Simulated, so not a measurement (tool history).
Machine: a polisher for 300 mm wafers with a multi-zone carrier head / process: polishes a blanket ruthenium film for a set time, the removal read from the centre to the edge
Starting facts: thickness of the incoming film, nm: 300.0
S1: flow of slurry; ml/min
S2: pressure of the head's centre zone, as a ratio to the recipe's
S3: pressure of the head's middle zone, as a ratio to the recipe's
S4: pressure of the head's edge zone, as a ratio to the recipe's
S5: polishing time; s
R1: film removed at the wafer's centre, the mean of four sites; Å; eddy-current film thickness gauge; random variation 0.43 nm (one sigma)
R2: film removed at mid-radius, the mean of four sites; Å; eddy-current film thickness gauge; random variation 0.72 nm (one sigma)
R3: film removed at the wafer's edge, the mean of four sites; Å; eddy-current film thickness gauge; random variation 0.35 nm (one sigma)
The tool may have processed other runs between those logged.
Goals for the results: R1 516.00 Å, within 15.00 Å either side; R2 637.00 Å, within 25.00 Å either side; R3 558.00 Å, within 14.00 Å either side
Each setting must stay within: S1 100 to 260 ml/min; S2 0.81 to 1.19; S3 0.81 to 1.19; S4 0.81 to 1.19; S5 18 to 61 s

Run 1, hour 0.0: S1 165 ml/min, S2 1.00, S3 1.00, S4 1.00, S5 39 s. Result: R1 412.78 Å, R2 413.66 Å, R3 417.47 Å.
Run 2, hour 6.4: S1 165 ml/min, S2 1.00, S3 1.00, S4 1.07, S5 39 s. Result: R1 419.79 Å, R2 409.19 Å, R3 434.34 Å.
Run 3, hour 10.5: S1 165 ml/min, S2 1.00, S3 1.07, S4 1.07, S5 39 s. Result: R1 413.38 Å, R2 422.19 Å, R3 428.02 Å.
Run 4, hour 16.3: S1 185 ml/min, S2 0.97, S3 1.11, S4 1.05, S5 42 s. Result: R1 440.81 Å, R2 476.67 Å, R3 468.49 Å.
Run 5, hour 22.5: S1 185 ml/min, S2 0.97, S3 1.11, S4 1.10, S5 42 s. Result: R1 442.46 Å, R2 491.64 Å, R3 484.02 Å.
Run 6, hour 29.3: S1 210 ml/min, S2 0.96, S3 1.14, S4 1.07, S5 44 s. Result: R1 466.37 Å, R2 536.51 Å, R3 501.73 Å.
Run 7, hour 37.6: S1 225 ml/min, S2 0.96, S3 1.16, S4 1.08, S5 45 s. Result: R1 483.18 Å, R2 565.85 Å, R3 515.78 Å.
Run 8, hour 43.7: S1 235 ml/min, S2 0.96, S3 1.17, S4 1.09, S5 46 s. Result: R1 504.70 Å, R2 588.62 Å, R3 534.92 Å.
Run 9, hour 48.4: S1 240 ml/min, S2 0.95, S3 1.18, S4 1.09, S5 47 s. Result: R1 511.70 Å, R2 605.00 Å, R3 552.33 Å.

Next run, 4 choices. One meets every target within its allowed miss, the rest don't. Which?
Run A, hour 53.1: S1 225 ml/min, S2 0.97, S3 1.16, S4 1.07, S5 48 s. Result: R1 ?, R2 ?, R3 ?.
Run B, hour 53.1: S1 245 ml/min, S2 0.93, S3 1.19, S4 1.04, S5 49 s. Result: R1 ?, R2 ?, R3 ?.
Run C, hour 53.1: S1 240 ml/min, S2 0.97, S3 1.07, S4 1.10, S5 47 s. Result: R1 ?, R2 ?, R3 ?.
Run D, hour 53.1: S1 255 ml/min, S2 0.91, S3 1.14, S4 1.14, S5 48 s. Result: R1 ?, R2 ?, R3 ?.

move      R1      R2      R3
   A  523.05  592.78  551.77
   B  519.17  625.60  561.50
   C  516.62  546.12  550.30
   D  500.56  593.37  572.75
A: lands further from the targets than the last run did
B: each result inside its tolerance
C: lands further from the targets than the last run did
D: lands further from the targets than the last run did
Correct choice: B, which meets every target
